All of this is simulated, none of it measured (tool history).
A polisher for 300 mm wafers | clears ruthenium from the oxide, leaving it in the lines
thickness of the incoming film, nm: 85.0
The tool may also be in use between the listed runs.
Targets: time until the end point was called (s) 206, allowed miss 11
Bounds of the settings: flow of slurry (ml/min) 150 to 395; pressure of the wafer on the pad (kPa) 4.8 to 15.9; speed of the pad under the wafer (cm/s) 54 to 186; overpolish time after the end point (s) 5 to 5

| run | day | flow of slurry (ml/min) | pressure of the wafer on the pad (kPa) | speed of the pad under the wafer (cm/s) | overpolish time after the end point (s) | time until the end point was called (s) |
|---|---|---|---|---|---|---|
| 1 | 0 | 250 | 10.3 | 118 | 5 | 94.734 |
| 2 | 0.208 | 225 | 10.3 | 118 | 5 | 96.679 |
| 3 | 0.367 | 265 | 10.3 | 118 | 5 | 96.155 |
| 4 | 0.554 | 205 | 10.3 | 118 | 5 | 95.464 |
| 5 | 0.888 | 170 | 10.3 | 118 | 5 | 98.37 |
| 6 | 1.029 | 170 | 9.7 | 114 | 5 | 110.55 |
| 7 | 1.4 | 170 | 9 | 112 | 5 | 116.59 |
| 8 | 1.621 | 170 | 8.3 | 108 | 5 | 133.07 |

5 next moves are on the table. One of them brings every result within its allowed miss. Which?
| A | 1.842 | 155 | 9 | 132 | 5 | ? |
| B | 1.842 | 160 | 8.3 | 78 | 5 | ? |
| C | 1.842 | 230 | 6.9 | 90 | 5 | ? |
| D | 1.842 | 165 | 8.3 | 82 | 5 | ? |
| E | 1.842 | 150 | 6.9 | 82 | 5 | ? |

| move | time until the end point was called (s) |
|---|---|
| A | 103.42 |
| B | 184.93 |
| C | 185.5 |
| D | 175.77 |
| E | 211.04 |
A: further off than the last run
B: nearer than the last run, and not there yet
C: nearer than the last run, and not there yet
D: nearer than the last run, and not there yet
E: meets every target
Move E is the one to make.

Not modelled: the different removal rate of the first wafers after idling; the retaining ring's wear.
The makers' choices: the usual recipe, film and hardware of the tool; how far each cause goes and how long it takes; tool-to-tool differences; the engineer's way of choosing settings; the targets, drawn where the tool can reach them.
